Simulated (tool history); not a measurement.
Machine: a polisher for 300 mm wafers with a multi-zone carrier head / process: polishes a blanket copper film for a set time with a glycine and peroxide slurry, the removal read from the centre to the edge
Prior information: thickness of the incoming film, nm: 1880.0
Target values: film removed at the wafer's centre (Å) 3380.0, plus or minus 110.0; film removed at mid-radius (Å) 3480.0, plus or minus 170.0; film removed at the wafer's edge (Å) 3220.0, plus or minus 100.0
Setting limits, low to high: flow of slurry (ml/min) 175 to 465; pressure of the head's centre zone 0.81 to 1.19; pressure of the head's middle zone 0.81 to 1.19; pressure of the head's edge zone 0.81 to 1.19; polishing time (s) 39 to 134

run	day	flow of slurry (ml/min)	pressure of the head's centre zone	pressure of the head's middle zone	pressure of the head's edge zone	polishing time (s)	film removed at the wafer's centre (Å)	film removed at mid-radius (Å)	film removed at the wafer's edge (Å)
1	0.000	295	1.00	1.00	1.00	86	4642.8	4724.3	4872.2
2	0.154	295	1.00	0.92	1.00	86	4745.5	4489.5	4896.5
3	0.438	295	0.96	0.92	1.00	86	4581.8	4442.8	4921.1
4	0.583	295	0.97	0.93	0.98	82	4337.8	4329.9	4565.4
5	0.650	325	0.97	0.93	0.98	82	4428.9	4193.2	4650.8
6	0.767	325	1.02	0.93	0.98	82	4686.0	4326.1	4599.3
7	1.125	315	0.98	1.03	0.88	58	3156.6	3308.2	3102.4
8	1.346	320	0.99	1.03	0.88	58	3233.3	3356.8	3128.8

Which of these 5 next moves meets every target?
A	1.567	275	1.07	1.12	0.98	58	?	?	?
B	1.567	355	0.93	1.03	0.99	60	?	?	?
C	1.567	290	0.92	1.01	0.93	63	?	?	?
D	1.567	305	0.99	1.02	1.00	61	?	?	?
E	1.567	310	0.92	1.14	0.92	58	?	?	?

move	film removed at the wafer's centre (Å)	film removed at mid-radius (Å)	film removed at the wafer's edge (Å)
A	3381.8	3488.5	3261.8
B	3100.9	3442.1	3443.6
C	3167.3	3505.9	3478.5
D	3316.5	3433.0	3487.5
E	2935.0	3575.3	3194.9
A: all results land within tolerance of their targets
B: the biggest miss grows against the last run
C: the biggest miss grows against the last run
D: puts the biggest miss on target and leaves a different result outside tolerance
E: the biggest miss grows against the last run
Go with A: it meets all targets.
